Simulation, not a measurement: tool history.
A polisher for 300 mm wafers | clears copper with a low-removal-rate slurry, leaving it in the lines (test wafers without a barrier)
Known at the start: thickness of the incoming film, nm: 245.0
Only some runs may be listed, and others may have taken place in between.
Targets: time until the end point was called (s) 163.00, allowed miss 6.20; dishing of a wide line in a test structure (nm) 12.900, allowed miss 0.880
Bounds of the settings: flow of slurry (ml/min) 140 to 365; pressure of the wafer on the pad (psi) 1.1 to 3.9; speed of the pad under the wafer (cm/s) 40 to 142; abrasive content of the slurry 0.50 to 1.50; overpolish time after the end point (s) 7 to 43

| run | hour | flow of slurry (ml/min) | pressure of the wafer on the pad (psi) | speed of the pad under the wafer (cm/s) | abrasive content of the slurry | overpolish time after the end point (s) | time until the end point was called (s) | dishing of a wide line in a test structure (nm) |
|---|---|---|---|---|---|---|---|---|
| 1 | 0.0 | 235 | 2.5 | 90 | 1.00 | 22 | 107.10 | 40.625 |
| 2 | 7.1 | 235 | 2.1 | 92 | 1.00 | 17 | 123.56 | 27.795 |
| 3 | 8.4 | 235 | 2.4 | 92 | 1.00 | 17 | 105.40 | 30.653 |
| 4 | 11.0 | 235 | 2.4 | 92 | 1.15 | 17 | 104.55 | 32.189 |
| 5 | 12.1 | 255 | 2.4 | 92 | 1.15 | 17 | 103.16 | 33.490 |
| 6 | 18.5 | 240 | 2.1 | 92 | 1.10 | 14 | 118.96 | 24.742 |
| 7 | 27.5 | 235 | 1.9 | 92 | 1.10 | 12 | 131.99 | 19.352 |
| 8 | 29.8 | 225 | 1.8 | 92 | 1.10 | 11 | 140.00 | 16.192 |
| 9 | 34.9 | 205 | 1.7 | 92 | 1.10 | 12 | 147.22 | 16.671 |
| 10 | 36.7 | 200 | 1.6 | 92 | 1.10 | 11 | 154.84 | 14.217 |
| 11 | 41.0 | 190 | 1.6 | 92 | 1.10 | 11 | 157.58 | 14.129 |
| 12 | 48.1 | 185 | 1.6 | 92 | 1.10 | 11 | 157.89 | 14.607 |

Below are 4 possible settings for the next run. Only one of them brings all results inside the allowed miss of their targets. Which is it?
| A | 55.2 | 305 | 1.8 | 78 | 1.00 | 12 | ? | ? |
| B | 55.2 | 140 | 1.4 | 102 | 1.25 | 10 | ? | ? |
| C | 55.2 | 170 | 1.4 | 98 | 1.10 | 13 | ? | ? |
| D | 55.2 | 195 | 1.7 | 82 | 1.00 | 12 | ? | ? |

| move | time until the end point was called (s) | dishing of a wide line in a test structure (nm) |
|---|---|---|
| A | 164.38 | 15.023 |
| B | 162.44 | 12.699 |
| C | 170.99 | 15.495 |
| D | 170.54 | 14.488 |
A: the biggest miss grows against the last run
B: meets every target
C: the biggest miss grows against the last run
D: an improvement on the last run, though not all results are within tolerance
Go with B: it meets all targets.

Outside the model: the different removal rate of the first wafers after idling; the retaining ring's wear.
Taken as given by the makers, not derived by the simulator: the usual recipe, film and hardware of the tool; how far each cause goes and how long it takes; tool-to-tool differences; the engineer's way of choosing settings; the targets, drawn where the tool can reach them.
